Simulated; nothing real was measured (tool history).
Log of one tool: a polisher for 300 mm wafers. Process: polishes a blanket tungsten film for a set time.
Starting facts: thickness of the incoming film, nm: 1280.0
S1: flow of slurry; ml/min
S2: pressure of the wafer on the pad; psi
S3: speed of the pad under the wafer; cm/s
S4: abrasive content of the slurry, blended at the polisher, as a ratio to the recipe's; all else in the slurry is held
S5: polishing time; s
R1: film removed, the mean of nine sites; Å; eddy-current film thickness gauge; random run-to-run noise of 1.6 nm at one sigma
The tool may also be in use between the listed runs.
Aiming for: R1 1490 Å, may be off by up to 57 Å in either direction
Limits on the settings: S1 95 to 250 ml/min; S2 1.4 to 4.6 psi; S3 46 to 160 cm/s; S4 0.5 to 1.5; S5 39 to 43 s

Run 1, hour 0: S1 160 ml/min, S2 3 psi, S3 102 cm/s, S4 1, S5 43 s. Result: R1 1784.6 Å.
Run 2, hour 4.2: S1 160 ml/min, S2 2.9 psi, S3 102 cm/s, S4 1, S5 43 s. Result: R1 1673.1 Å.
Run 3, hour 9.5: S1 160 ml/min, S2 2.9 psi, S3 102 cm/s, S4 0.85, S5 43 s. Result: R1 1643.2 Å.
Run 4, hour 15.7: S1 195 ml/min, S2 2.9 psi, S3 102 cm/s, S4 0.85, S5 43 s. Result: R1 1707.6 Å.
Run 5, hour 22.3: S1 195 ml/min, S2 2.9 psi, S3 102 cm/s, S4 0.65, S5 43 s. Result: R1 1630.9 Å.
Run 6, hour 27.7: S1 195 ml/min, S2 3.3 psi, S3 102 cm/s, S4 0.65, S5 43 s. Result: R1 1831.4 Å.
Run 7, hour 29.2: S1 190 ml/min, S2 3.1 psi, S3 102 cm/s, S4 0.65, S5 43 s. Result: R1 1721.4 Å.
Run 8, hour 33.1: S1 185 ml/min, S2 3 psi, S3 102 cm/s, S4 0.65, S5 43 s. Result: R1 1669.2 Å.
Run 9, hour 39.1: S1 185 ml/min, S2 2.9 psi, S3 102 cm/s, S4 0.65, S5 43 s. Result: R1 1585.1 Å.
Run 10, hour 41.8: S1 180 ml/min, S2 2.9 psi, S3 102 cm/s, S4 0.65, S5 43 s. Result: R1 1595.2 Å.
Run 11, hour 47.6: S1 175 ml/min, S2 2.9 psi, S3 102 cm/s, S4 0.65, S5 43 s. Result: R1 1596.5 Å.

Exercise: of the 5 proposed moves below, exactly one satisfies all targets within the stated allowed misses. Which move is it?
Run A, hour 53.4: S1 160 ml/min, S2 2.9 psi, S3 100 cm/s, S4 0.8, S5 40 s. Result: R1 ?.
Run B, hour 53.4: S1 190 ml/min, S2 3.3 psi, S3 106 cm/s, S4 0.55, S5 40 s. Result: R1 ?.
Run C, hour 53.4: S1 185 ml/min, S2 3.1 psi, S3 98 cm/s, S4 0.65, S5 43 s. Result: R1 ?.
Run D, hour 53.4: S1 170 ml/min, S2 2.9 psi, S3 100 cm/s, S4 0.6, S5 39 s. Result: R1 ?.
Run E, hour 53.4: S1 195 ml/min, S2 2.9 psi, S3 106 cm/s, S4 0.5, S5 43 s. Result: R1 ?.

move      R1
   A  1525.3
   B  1733.2
   C  1673.5
   D  1413.9
   E    1619
A: meets every target
B: misses by more than the last run did
C: misses by more than the last run did
D: carries the result that was furthest off beyond its target, to the other side
E: misses by more than the last run did
Answer: A

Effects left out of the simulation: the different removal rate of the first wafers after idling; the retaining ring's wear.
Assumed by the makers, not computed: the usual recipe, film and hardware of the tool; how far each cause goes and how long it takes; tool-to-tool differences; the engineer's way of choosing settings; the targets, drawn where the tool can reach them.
